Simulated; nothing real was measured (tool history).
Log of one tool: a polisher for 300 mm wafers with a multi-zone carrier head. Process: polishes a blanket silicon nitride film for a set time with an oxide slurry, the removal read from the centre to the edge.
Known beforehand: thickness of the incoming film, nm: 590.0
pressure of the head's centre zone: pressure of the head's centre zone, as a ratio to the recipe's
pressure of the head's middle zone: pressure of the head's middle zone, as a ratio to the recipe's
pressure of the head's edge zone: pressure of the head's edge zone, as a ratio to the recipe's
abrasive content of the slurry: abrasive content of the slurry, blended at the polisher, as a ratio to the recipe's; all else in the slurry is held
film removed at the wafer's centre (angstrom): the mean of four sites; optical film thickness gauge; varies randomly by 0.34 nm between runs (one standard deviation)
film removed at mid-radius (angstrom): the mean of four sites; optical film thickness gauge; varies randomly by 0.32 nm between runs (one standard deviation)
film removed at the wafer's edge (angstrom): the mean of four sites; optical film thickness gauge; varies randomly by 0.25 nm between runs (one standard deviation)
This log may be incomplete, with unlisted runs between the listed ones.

run,hour,flow of slurry (ml/min),pressure of the head's centre zone,pressure of the head's middle zone,pressure of the head's edge zone,abrasive content of the slurry,polishing time (s),film removed at the wafer's centre (angstrom),film removed at mid-radius (angstrom),film removed at the wafer's edge (angstrom)
1,0.0,220,1.00,1.00,1.00,1.00,61,318.45,330.57,319.98
2,5.1,220,1.01,0.98,0.98,0.95,61,310.94,309.48,316.46
3,9.5,220,0.96,0.98,0.98,0.95,61,294.14,315.80,313.29
4,10.1,220,0.99,0.99,0.96,0.90,60,296.87,300.46,292.68
5,11.8,215,0.99,0.98,0.93,0.85,60,286.60,294.76,281.06
6,20.0,210,1.00,0.96,0.91,0.80,60,281.68,279.42,270.78
7,28.4,205,1.01,0.95,0.90,0.80,60,283.41,278.20,267.69
8,34.2,200,1.02,0.94,0.89,0.80,60,280.38,274.87,262.01
9,39.2,200,1.03,0.93,0.89,0.80,60,283.10,268.84,262.00
10,40.4,195,1.03,0.92,0.89,0.80,60,284.63,260.82,268.74

What will run 11 give?
11,43.8,190,1.03,0.92,0.88,0.80,60,?,?,?

{"run 11": {"film removed at the wafer's centre (angstrom)": 282.18, "film removed at mid-radius (angstrom)": 256.78, "film removed at the wafer's edge (angstrom)": 262.45}}
